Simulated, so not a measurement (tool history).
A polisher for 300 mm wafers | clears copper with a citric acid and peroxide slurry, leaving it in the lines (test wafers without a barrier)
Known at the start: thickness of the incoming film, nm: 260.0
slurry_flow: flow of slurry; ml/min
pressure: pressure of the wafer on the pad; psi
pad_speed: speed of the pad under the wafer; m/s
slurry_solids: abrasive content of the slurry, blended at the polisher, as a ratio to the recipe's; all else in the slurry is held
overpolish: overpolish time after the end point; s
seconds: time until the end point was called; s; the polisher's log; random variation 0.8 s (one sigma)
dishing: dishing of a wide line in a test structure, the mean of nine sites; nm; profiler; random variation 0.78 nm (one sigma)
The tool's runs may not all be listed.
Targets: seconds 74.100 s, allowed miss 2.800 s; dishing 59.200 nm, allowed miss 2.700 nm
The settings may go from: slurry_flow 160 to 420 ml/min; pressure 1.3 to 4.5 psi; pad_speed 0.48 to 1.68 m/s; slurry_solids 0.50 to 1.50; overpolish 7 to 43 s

run	hour	slurry_flow	pressure	pad_speed	slurry_solids	overpolish	seconds	dishing
1	0.0	270	2.9	1.08	1.00	22	105.990	37.979
2	6.3	315	2.9	1.08	1.00	22	101.120	39.691
3	7.0	315	2.9	1.08	1.00	26	101.890	44.707
4	9.2	370	2.9	1.08	1.00	26	98.638	44.753
5	10.4	370	2.9	1.08	1.00	33	101.160	53.704
6	11.0	375	3.1	1.08	1.00	32	94.826	56.169
7	17.1	380	3.2	1.08	1.00	31	90.652	56.355
8	23.9	380	3.3	1.08	1.00	30	87.684	54.852
9	26.6	380	3.4	1.08	1.00	30	85.747	57.737
10	30.7	380	3.5	1.08	1.00	29	83.700	57.021
11	32.3	380	3.6	1.08	1.00	29	80.235	57.334
12	38.6	385	3.7	1.08	1.00	29	78.310	60.060

Which of these 4 next moves meets every target?
A	44.9	310	3.6	1.02	1.20	36	?	?
B	44.9	340	3.5	1.14	0.95	27	?	?
C	44.9	395	3.9	1.22	1.05	24	?	?
D	44.9	310	4.3	1.02	0.90	26	?	?

move	seconds	dishing
A	83.857	68.852
B	82.518	56.626
C	68.500	59.933
D	74.447	60.150
A: further off than the last run
B: further off than the last run
C: takes the result that was furthest off past its target
D: meets every target
Answer: D

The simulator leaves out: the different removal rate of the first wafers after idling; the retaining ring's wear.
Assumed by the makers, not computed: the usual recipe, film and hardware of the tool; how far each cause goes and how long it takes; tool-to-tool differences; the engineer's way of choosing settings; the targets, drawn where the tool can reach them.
